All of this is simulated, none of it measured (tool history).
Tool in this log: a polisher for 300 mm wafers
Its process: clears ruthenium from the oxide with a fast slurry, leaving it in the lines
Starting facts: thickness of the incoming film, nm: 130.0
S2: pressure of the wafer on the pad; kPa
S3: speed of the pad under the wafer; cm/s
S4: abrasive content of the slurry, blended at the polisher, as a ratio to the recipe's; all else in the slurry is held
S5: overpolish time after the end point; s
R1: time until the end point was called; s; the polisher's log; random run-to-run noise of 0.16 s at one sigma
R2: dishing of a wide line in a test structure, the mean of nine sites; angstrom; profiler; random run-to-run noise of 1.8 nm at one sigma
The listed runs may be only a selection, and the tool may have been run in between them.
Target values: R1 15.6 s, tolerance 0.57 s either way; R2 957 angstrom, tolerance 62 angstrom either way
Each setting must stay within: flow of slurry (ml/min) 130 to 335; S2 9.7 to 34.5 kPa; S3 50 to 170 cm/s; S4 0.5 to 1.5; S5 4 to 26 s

Run 1, hour 0: flow of slurry (ml/min) 215, S2 22.1 kPa, S3 110 cm/s, S4 1, S5 13 s. Result: R1 19.935 s, R2 554.93 angstrom.
Run 2, hour 7.1: flow of slurry (ml/min) 215, S2 26.2 kPa, S3 110 cm/s, S4 1, S5 13 s. Result: R1 17.292 s, R2 645.53 angstrom.
Run 3, hour 11.5: flow of slurry (ml/min) 215, S2 26.9 kPa, S3 110 cm/s, S4 1, S5 14 s. Result: R1 17.144 s, R2 684.42 angstrom.
Run 4, hour 15.1: flow of slurry (ml/min) 215, S2 26.9 kPa, S3 110 cm/s, S4 1, S5 10 s. Result: R1 16.709 s, R2 531.31 angstrom.
Run 5, hour 23.4: flow of slurry (ml/min) 215, S2 26.9 kPa, S3 110 cm/s, S4 1, S5 13 s. Result: R1 17.01 s, R2 637.51 angstrom.
Run 6, hour 30.3: flow of slurry (ml/min) 215, S2 26.9 kPa, S3 110 cm/s, S4 1.15, S5 13 s. Result: R1 16.016 s, R2 652.32 angstrom.
Run 7, hour 31.6: flow of slurry (ml/min) 215, S2 27.6 kPa, S3 110 cm/s, S4 1.15, S5 14 s. Result: R1 15.64 s, R2 716.51 angstrom.
Run 8, hour 35.8: flow of slurry (ml/min) 215, S2 27.6 kPa, S3 110 cm/s, S4 1.15, S5 15 s. Result: R1 15.645 s, R2 742.1 angstrom.

Which of these 5 next moves meets every target?
Run A, hour 40: flow of slurry (ml/min) 255, S2 25.5 kPa, S3 108 cm/s, S4 1.35, S5 18 s. Result: R1 ?, R2 ?.
Run B, hour 40: flow of slurry (ml/min) 190, S2 26.2 kPa, S3 106 cm/s, S4 1.3, S5 18 s. Result: R1 ?, R2 ?.
Run C, hour 40: flow of slurry (ml/min) 190, S2 29.6 kPa, S3 104 cm/s, S4 1, S5 23 s. Result: R1 ?, R2 ?.
Run D, hour 40: flow of slurry (ml/min) 215, S2 28.3 kPa, S3 108 cm/s, S4 1.15, S5 21 s. Result: R1 ?, R2 ?.
Run E, hour 40: flow of slurry (ml/min) 145, S2 30.3 kPa, S3 112 cm/s, S4 1.1, S5 17 s. Result: R1 ?, R2 ?.

move      R1      R2
   A  15.517   841.1
   B  16.278  815.87
   C  16.549  937.44
   D  15.436  926.05
   E  15.296  818.53
A: closer than the last run, but not yet in spec
B: closer than the last run, but not yet in spec
C: gets the furthest-off result to its target, but another result is out of tolerance
D: every result lands within tolerance
E: closer than the last run, but not yet in spec
The move that meets every target is D.
